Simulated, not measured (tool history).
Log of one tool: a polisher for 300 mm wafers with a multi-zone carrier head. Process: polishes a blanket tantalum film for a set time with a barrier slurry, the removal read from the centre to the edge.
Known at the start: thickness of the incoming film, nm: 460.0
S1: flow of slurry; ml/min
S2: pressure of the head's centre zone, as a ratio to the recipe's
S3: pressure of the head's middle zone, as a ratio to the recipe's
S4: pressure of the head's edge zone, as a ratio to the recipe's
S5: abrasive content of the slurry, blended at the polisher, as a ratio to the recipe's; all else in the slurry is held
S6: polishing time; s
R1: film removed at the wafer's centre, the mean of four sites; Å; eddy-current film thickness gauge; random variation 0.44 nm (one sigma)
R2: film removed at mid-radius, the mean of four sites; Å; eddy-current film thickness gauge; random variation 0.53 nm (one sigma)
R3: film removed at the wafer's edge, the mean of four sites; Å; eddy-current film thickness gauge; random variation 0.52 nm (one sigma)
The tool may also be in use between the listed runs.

run 1 hour=0 | S1=300 S2=1 S3=1 S4=1 S5=1 S6=62 | R1=1236.7 R2=1221.3 R3=1233
run 2 hour=5.1 | S1=300 S2=1 S3=1 S4=1.06 S5=1 S6=62 | R1=1235.6 R2=1212 R3=1250.9
run 3 hour=9.5 | S1=300 S2=1 S3=1 S4=1.02 S5=1 S6=62 | R1=1248.1 R2=1216.9 R3=1218.8
run 4 hour=11.7 | S1=300 S2=0.92 S3=1 S4=1.02 S5=1 S6=62 | R1=1147.5 R2=1210.9 R3=1235.8
run 5 hour=18.5 | S1=300 S2=0.92 S3=1 S4=0.99 S5=0.9 S6=58 | R1=1045.5 R2=1113.4 R3=1113.1
run 6 hour=20.6 | S1=370 S2=0.92 S3=1 S4=0.99 S5=0.9 S6=58 | R1=1049.2 R2=1119 R3=1112.6
run 7 hour=23.3 | S1=380 S2=0.92 S3=0.95 S4=0.89 S5=0.65 S6=40 | R1=664.14 R2=672.26 R3=682.7
run 8 hour=28.9 | S1=380 S2=0.93 S3=0.96 S4=0.89 S5=0.65 S6=40 | R1=669.69 R2=670.57 R3=673.89
run 9 hour=35.7 | S1=380 S2=0.94 S3=0.97 S4=0.9 S5=0.65 S6=40 | R1=680.67 R2=689.34 R3=683.54
run 10 hour=40.8 | S1=380 S2=0.95 S3=0.98 S4=0.9 S5=0.65 S6=40 | R1=682.82 R2=692.51 R3=680.14

The next listed run, before its measurement:
run 11 hour=42.1 | S1=380 S2=0.96 S3=0.99 S4=0.91 S5=0.65 S6=40 | R1=? R2=? R3=?

Run 11 gave R1 684.68 Å, R2 702.03 Å, R3 685.57 Å.
